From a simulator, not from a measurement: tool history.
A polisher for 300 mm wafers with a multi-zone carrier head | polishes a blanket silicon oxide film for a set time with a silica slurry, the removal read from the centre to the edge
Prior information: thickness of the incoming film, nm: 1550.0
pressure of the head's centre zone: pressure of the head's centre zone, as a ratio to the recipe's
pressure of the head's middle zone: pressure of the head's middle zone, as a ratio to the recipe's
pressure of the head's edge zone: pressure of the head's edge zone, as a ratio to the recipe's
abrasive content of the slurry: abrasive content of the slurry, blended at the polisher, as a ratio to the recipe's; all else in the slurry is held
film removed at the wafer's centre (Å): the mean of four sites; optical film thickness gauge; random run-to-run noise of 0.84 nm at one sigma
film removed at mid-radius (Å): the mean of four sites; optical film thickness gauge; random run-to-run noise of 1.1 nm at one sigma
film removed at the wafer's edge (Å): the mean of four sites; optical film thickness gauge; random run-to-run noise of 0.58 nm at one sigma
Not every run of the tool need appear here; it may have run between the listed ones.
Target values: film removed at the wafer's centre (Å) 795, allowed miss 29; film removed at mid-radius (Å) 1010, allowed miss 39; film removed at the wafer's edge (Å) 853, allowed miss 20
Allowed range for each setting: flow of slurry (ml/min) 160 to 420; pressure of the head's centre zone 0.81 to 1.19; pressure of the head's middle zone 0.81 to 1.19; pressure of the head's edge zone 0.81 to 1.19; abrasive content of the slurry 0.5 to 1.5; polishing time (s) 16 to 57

run,hour,flow of slurry (ml/min),pressure of the head's centre zone,pressure of the head's middle zone,pressure of the head's edge zone,abrasive content of the slurry,polishing time (s),film removed at the wafer's centre (Å),film removed at mid-radius (Å),film removed at the wafer's edge (Å)
1,0,270,1,1,1,1,36,1039.8,1057.4,1024.8
2,8.9,265,0.97,1.01,0.97,0.95,36,977.37,1024.1,977.38
3,10.2,265,0.97,0.96,0.97,0.95,36,980,971.81,985.79
4,15.6,260,0.95,0.98,0.95,0.95,36,957.97,994.96,967.83
5,20,260,1.03,0.98,0.95,0.95,36,1046.4,988.06,976.05
6,22.8,255,1,0.99,0.93,0.95,36,990.73,992.27,955.56
7,26.8,250,0.98,1,0.91,0.95,36,991.45,1004.1,948.74
8,28.4,245,0.95,1.01,0.9,0.95,36,934.55,1013.7,934.13

Which of these 4 next moves meets every target?
A,30,255,1,1.11,0.86,1,30,?,?,?
B,30,265,1.09,1.12,0.81,0.95,33,?,?,?
C,30,275,1.11,1,0.87,1,34,?,?,?
D,30,220,0.89,1.12,0.9,0.9,34,?,?,?

move,film removed at the wafer's centre (Å),film removed at mid-radius (Å),film removed at the wafer's edge (Å)
A,868.1,948.66,799.67
B,1017.8,1026.6,838.43
C,1103.2,992.18,918.05
D,805.72,1000.7,856.1
A: gains on the last run, yet a result remains outside its allowed miss
B: misses by more than the last run did
C: misses by more than the last run did
D: meets every target
Correct choice: D, which meets every target
